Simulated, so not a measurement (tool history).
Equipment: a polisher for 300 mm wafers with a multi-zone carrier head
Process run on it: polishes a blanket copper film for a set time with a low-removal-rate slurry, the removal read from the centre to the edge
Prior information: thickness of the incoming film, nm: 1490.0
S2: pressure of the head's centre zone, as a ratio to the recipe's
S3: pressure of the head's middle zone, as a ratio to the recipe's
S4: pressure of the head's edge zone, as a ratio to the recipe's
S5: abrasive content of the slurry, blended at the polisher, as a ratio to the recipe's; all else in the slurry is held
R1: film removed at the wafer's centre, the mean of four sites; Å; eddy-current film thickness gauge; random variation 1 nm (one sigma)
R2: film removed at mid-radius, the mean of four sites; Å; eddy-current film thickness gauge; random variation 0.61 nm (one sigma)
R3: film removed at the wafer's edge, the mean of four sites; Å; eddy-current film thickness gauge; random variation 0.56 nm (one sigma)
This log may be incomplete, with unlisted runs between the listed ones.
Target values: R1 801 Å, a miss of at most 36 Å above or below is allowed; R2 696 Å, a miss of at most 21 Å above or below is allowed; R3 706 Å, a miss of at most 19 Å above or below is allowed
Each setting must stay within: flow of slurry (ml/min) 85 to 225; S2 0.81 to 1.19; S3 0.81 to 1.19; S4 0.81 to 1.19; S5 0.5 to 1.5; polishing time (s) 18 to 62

{"run": 1, "hour": 0.0, "flow of slurry (ml/min)": 145, "S2": 1, "S3": 1, "S4": 1, "S5": 1, "polishing time (s)": 40, "R1": 1329.5, "R2": 1333.3, "R3": 1334}
{"run": 2, "hour": 1.9, "flow of slurry (ml/min)": 145, "S2": 1, "S3": 1, "S4": 1, "S5": 1, "polishing time (s)": 45, "R1": 1533.8, "R2": 1507.4, "R3": 1513.4}
{"run": 3, "hour": 8.9, "flow of slurry (ml/min)": 145, "S2": 1, "S3": 1, "S4": 1, "S5": 0.85, "polishing time (s)": 45, "R1": 1412.3, "R2": 1433.8, "R3": 1445.2}
{"run": 4, "hour": 15.1, "flow of slurry (ml/min)": 145, "S2": 0.97, "S3": 1, "S4": 1, "S5": 0.85, "polishing time (s)": 45, "R1": 1388.5, "R2": 1429.5, "R3": 1429.4}
{"run": 5, "hour": 20.5, "flow of slurry (ml/min)": 145, "S2": 0.97, "S3": 0.94, "S4": 1, "S5": 0.85, "polishing time (s)": 45, "R1": 1419.8, "R2": 1360.7, "R3": 1460.4}
{"run": 6, "hour": 23.9, "flow of slurry (ml/min)": 140, "S2": 1, "S3": 0.93, "S4": 0.96, "S5": 0.75, "polishing time (s)": 40, "R1": 1216, "R2": 1166, "R3": 1234.7}
{"run": 7, "hour": 28.1, "flow of slurry (ml/min)": 140, "S2": 1.04, "S3": 0.92, "S4": 0.93, "S5": 0.7, "polishing time (s)": 36, "R1": 1149.2, "R2": 1013.9, "R3": 1082.2}
{"run": 8, "hour": 29.4, "flow of slurry (ml/min)": 115, "S2": 1.03, "S3": 0.95, "S4": 0.83, "S5": 0.5, "polishing time (s)": 25, "R1": 680.58, "R2": 632.06, "R3": 633.06}

Which one of the following 4 next-run settings gets every result inside its allowed miss? There is exactly one.
{"run": "A", "hour": 30.7, "flow of slurry (ml/min)": 125, "S2": 1.08, "S3": 0.93, "S4": 0.81, "S5": 0.55, "polishing time (s)": 27, "R1": "?", "R2": "?", "R3": "?"}
{"run": "B", "hour": 30.7, "flow of slurry (ml/min)": 100, "S2": 1.03, "S3": 0.87, "S4": 0.84, "S5": 0.55, "polishing time (s)": 30, "R1": "?", "R2": "?", "R3": "?"}
{"run": "C", "hour": 30.7, "flow of slurry (ml/min)": 140, "S2": 1.02, "S3": 0.96, "S4": 0.9, "S5": 0.5, "polishing time (s)": 26, "R1": "?", "R2": "?", "R3": "?"}
{"run": "D", "hour": 30.7, "flow of slurry (ml/min)": 110, "S2": 1.14, "S3": 1.08, "S4": 0.81, "S5": 0.55, "polishing time (s)": 26, "R1": "?", "R2": "?", "R3": "?"}

move=A R1=797.69 R2=701.29 R3=717.98
move=B R1=782.91 R2=690.34 R3=772.17
move=C R1=731.05 R2=696.48 R3=713.27
move=D R1=779.49 R2=739.15 R3=673.13
A: each result inside its tolerance
B: takes the result that was furthest off past its target
C: the worst result of the last run now meets its target, but another is out of spec
D: moves toward the targets from the last run without getting all of them in spec
The move that meets every target is A.
